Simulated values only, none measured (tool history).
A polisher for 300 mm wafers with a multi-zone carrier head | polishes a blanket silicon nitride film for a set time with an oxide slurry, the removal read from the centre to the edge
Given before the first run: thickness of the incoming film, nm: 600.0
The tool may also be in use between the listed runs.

| run | day | flow of slurry (ml/min) | pressure of the head's centre zone | pressure of the head's middle zone | pressure of the head's edge zone | abrasive content of the slurry | polishing time (s) | film removed at the wafer's centre (Å) | film removed at mid-radius (Å) | film removed at the wafer's edge (Å) |
|---|---|---|---|---|---|---|---|---|---|---|
| 1 | 0.000 | 195 | 1.00 | 1.00 | 1.00 | 1.00 | 67 | 445.91 | 488.27 | 496.78 |
| 2 | 0.217 | 195 | 0.93 | 1.00 | 1.00 | 1.00 | 67 | 414.24 | 490.74 | 509.02 |
| 3 | 0.562 | 195 | 0.93 | 1.00 | 1.00 | 1.00 | 57 | 343.83 | 417.55 | 420.79 |
| 4 | 0.858 | 195 | 0.93 | 1.00 | 1.00 | 1.15 | 57 | 367.63 | 440.82 | 444.50 |
| 5 | 1.217 | 195 | 0.86 | 1.00 | 1.00 | 1.15 | 57 | 339.30 | 432.22 | 446.02 |
| 6 | 1.383 | 195 | 0.86 | 1.00 | 1.00 | 1.00 | 57 | 323.60 | 418.98 | 426.48 |
|  | 1.462 | centre zone pressure recalibrated |
| 7 | 1.462 | 165 | 0.96 | 0.94 | 0.90 | 0.75 | 56 | 338.43 | 340.33 | 344.28 |

Forecast run 8:
| 8 | 1.742 | 170 | 0.96 | 0.95 | 0.90 | 0.75 | 56 | ? | ? | ? |

{"run 8": {"film removed at the wafer's centre (Å)": 340.87, "film removed at mid-radius (Å)": 342.94, "film removed at the wafer's edge (Å)": 346.09}}
